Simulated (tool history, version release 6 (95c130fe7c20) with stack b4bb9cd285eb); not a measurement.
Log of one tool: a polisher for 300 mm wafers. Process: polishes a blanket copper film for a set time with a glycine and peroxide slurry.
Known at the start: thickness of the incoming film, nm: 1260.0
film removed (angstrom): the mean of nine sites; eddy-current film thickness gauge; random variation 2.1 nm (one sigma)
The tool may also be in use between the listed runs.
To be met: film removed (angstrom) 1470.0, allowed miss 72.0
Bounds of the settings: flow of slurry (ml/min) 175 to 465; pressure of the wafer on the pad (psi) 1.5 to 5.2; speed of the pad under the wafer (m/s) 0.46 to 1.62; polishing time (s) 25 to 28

run  hour  flow of slurry (ml/min)  pressure of the wafer on the pad (psi)  speed of the pad under the wafer (m/s)  polishing time (s)  film removed (angstrom)
  1   0.0                      295                                     3.3                                    1.04                  28                   2127.5
  2   3.8                      295                                     3.3                                    1.24                  28                   2398.1
  3   5.1                      295                                     2.8                                    1.22                  28                   2106.0
  4   8.9                      350                                     2.8                                    1.22                  28                   2085.7
  5  16.5                      350                                     2.4                                    1.20                  28                   1847.7
  6  21.3                      350                                     2.4                                    1.10                  28                   1792.0
  7  28.3                      350                                     2.4                                    1.10                  28                   1740.6
  8  32.0                      350                                     2.2                                    1.10                  28                   1623.6

Which of these 4 next moves meets every target?
  A  35.7                      355                                     2.3                                    0.90                  25                        ?
  B  35.7                      255                                     1.9                                    1.14                  28                        ?
  C  35.7                      340                                     2.2                                    1.00                  25                        ?
  D  35.7                      330                                     2.1                                    1.24                  28                        ?

move  film removed (angstrom)
   A                   1302.3
   B                   1455.2
   C                   1348.2
   D                   1689.2
A: takes the result that was furthest off past its target
B: meets every target
C: takes the result that was furthest off past its target
D: further off than the last run
Move B is the one to make.
